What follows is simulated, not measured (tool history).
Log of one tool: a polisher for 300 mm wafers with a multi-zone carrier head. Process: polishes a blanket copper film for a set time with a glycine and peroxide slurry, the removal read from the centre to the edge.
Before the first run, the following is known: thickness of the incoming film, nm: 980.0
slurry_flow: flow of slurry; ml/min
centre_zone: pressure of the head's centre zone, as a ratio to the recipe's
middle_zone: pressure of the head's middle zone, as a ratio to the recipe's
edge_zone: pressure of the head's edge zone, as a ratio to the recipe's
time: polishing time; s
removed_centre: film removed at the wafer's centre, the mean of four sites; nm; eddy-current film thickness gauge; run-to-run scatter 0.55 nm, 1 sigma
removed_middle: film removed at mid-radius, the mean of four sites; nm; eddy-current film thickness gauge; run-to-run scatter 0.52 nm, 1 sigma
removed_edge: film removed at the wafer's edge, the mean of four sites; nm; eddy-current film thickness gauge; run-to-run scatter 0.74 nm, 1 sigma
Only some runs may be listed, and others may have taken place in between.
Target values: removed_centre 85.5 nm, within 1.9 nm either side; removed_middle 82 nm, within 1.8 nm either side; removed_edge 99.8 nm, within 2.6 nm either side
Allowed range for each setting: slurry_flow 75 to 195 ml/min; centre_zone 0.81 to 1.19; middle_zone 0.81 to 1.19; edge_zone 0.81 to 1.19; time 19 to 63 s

Run 1, hour 0: slurry_flow 125 ml/min, centre_zone 1, middle_zone 1, edge_zone 1, time 41 s. Result: removed_centre 202.64 nm, removed_middle 191.38 nm, removed_edge 200.84 nm.
Run 2, hour 7.8: slurry_flow 110 ml/min, centre_zone 0.94, middle_zone 0.94, edge_zone 0.95, time 34 s. Result: removed_centre 150.87 nm, removed_middle 146.37 nm, removed_edge 160.33 nm.
Run 3, hour 11.4: slurry_flow 100 ml/min, centre_zone 0.92, middle_zone 0.9, edge_zone 0.92, time 30 s. Result: removed_centre 125.78 nm, removed_middle 120.84 nm, removed_edge 136.46 nm.
Run 4, hour 15.2: slurry_flow 100 ml/min, centre_zone 0.92, middle_zone 0.97, edge_zone 0.92, time 30 s. Result: removed_centre 126.59 nm, removed_middle 127.59 nm, removed_edge 136.77 nm.
Run 5, hour 15.8: slurry_flow 100 ml/min, centre_zone 0.92, middle_zone 1.05, edge_zone 0.92, time 30 s. Result: removed_centre 124.02 nm, removed_middle 137.02 nm, removed_edge 136.72 nm.
Run 6, hour 22.3: slurry_flow 95 ml/min, centre_zone 0.9, middle_zone 0.98, edge_zone 0.9, time 27 s. Result: removed_centre 108.44 nm, removed_middle 112.65 nm, removed_edge 122.54 nm.
Run 7, hour 27.1: slurry_flow 85 ml/min, centre_zone 0.84, middle_zone 0.88, edge_zone 0.81, time 21 s. Result: removed_centre 75.043 nm, removed_middle 77.813 nm, removed_edge 89.946 nm.
Run 8, hour 28.7: slurry_flow 95 ml/min, centre_zone 0.84, middle_zone 0.86, edge_zone 0.83, time 21 s. Result: removed_centre 78.048 nm, removed_middle 80.428 nm, removed_edge 93.022 nm.
Run 9, hour 33.7: slurry_flow 110 ml/min, centre_zone 0.89, middle_zone 0.81, edge_zone 0.93, time 20 s. Result: removed_centre 83.129 nm, removed_middle 75.898 nm, removed_edge 94.455 nm.
Run 10, hour 42.1: slurry_flow 115 ml/min, centre_zone 0.88, middle_zone 0.82, edge_zone 0.95, time 20 s. Result: removed_centre 83.625 nm, removed_middle 78.095 nm, removed_edge 95.618 nm.
Run 11, hour 48.6: slurry_flow 120 ml/min, centre_zone 0.88, middle_zone 0.83, edge_zone 0.97, time 20 s. Result: removed_centre 84.805 nm, removed_middle 78.532 nm, removed_edge 96.868 nm.

Next run, 4 choices. One meets every target within its allowed miss, the rest don't. Which?
Run A, hour 55.1: slurry_flow 135 ml/min, centre_zone 0.9, middle_zone 0.83, edge_zone 0.96, time 19 s. Result: removed_centre ?, removed_middle ?, removed_edge ?.
Run B, hour 55.1: slurry_flow 140 ml/min, centre_zone 0.92, middle_zone 0.87, edge_zone 0.96, time 19 s. Result: removed_centre ?, removed_middle ?, removed_edge ?.
Run C, hour 55.1: slurry_flow 100 ml/min, centre_zone 0.89, middle_zone 0.87, edge_zone 1.01, time 21 s. Result: removed_centre ?, removed_middle ?, removed_edge ?.
Run D, hour 55.1: slurry_flow 105 ml/min, centre_zone 0.81, middle_zone 0.81, edge_zone 1.01, time 22 s. Result: removed_centre ?, removed_middle ?, removed_edge ?.

move  removed_centre  removed_middle  removed_edge
   A          85.657          77.508        94.007
   B          88.396          81.213        94.502
   C          85.299          82.051        99.763
   D           82.73          82.354        105.69
A: moves away from the targets compared with the last run
B: puts the biggest miss on target and leaves a different result outside tolerance
C: meets every target
D: puts the biggest miss on target and leaves a different result outside tolerance
Answer: C
